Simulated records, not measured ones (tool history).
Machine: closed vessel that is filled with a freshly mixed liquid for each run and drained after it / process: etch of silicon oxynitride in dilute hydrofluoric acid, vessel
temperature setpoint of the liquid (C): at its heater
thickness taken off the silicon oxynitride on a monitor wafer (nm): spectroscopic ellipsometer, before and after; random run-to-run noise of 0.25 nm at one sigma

| run | day | temperature setpoint of the liquid (C) | parts of water to one part of 49 % hydrofluoric acid (parts by volume) | time in the liquid (s) | thickness taken off the silicon oxynitride on a monitor wafer (nm) |
|---|---|---|---|---|---|
| 1 | 0.000 | 24.0 | 105 | 3215 | 59.720 |
| 2 | 0.150 | 22.5 | 120 | 3215 | 48.800 |
| 3 | 0.225 | 22.5 | 120 | 3420 | 51.172 |
| 4 | 0.446 | 22.5 | 85 | 3420 | 74.391 |
| 5 | 0.579 | 21.0 | 105 | 3410 | 55.480 |
| 6 | 0.925 | 18.5 | 105 | 3410 | 48.860 |
| 7 | 0.992 | 18.0 | 120 | 3405 | 41.199 |
| 8 | 1.079 | 18.0 | 130 | 3400 | 38.263 |
| 9 | 1.283 | 18.0 | 140 | 3395 | 35.092 |

Run 10 comes next. What will it give?
| 10 | 1.542 | 18.0 | 150 | 3390 | ? |

thickness taken off the silicon oxynitride on a monitor wafer (nm): 32.061

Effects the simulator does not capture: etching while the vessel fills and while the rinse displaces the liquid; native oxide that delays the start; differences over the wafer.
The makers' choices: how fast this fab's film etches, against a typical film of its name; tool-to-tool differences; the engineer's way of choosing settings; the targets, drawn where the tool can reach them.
